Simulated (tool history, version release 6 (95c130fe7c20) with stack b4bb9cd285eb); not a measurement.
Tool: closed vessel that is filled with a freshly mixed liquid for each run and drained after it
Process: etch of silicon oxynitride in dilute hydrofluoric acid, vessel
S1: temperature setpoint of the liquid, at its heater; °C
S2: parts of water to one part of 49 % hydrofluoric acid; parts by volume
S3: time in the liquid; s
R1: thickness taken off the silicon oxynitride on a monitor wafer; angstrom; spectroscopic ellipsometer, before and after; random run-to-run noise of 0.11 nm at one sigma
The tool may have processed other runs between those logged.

run	hour	S1	S2	S3	R1
1	0.0	26.0	245	1020	93.141
2	1.4	28.5	205	1020	127.780
3	7.4	30.0	180	1020	159.350
4	10.9	31.5	170	1020	182.160
5	14.8	31.5	170	815	143.910
6	16.8	31.5	170	815	142.880
7	19.3	32.5	145	815	180.080
8	23.8	33.0	135	815	200.440
9	31.0	33.5	130	815	214.130

Predict the results of run 10:
10	36.8	33.5	125	815	?

Logged for run 10: R1 225.830 angstrom.
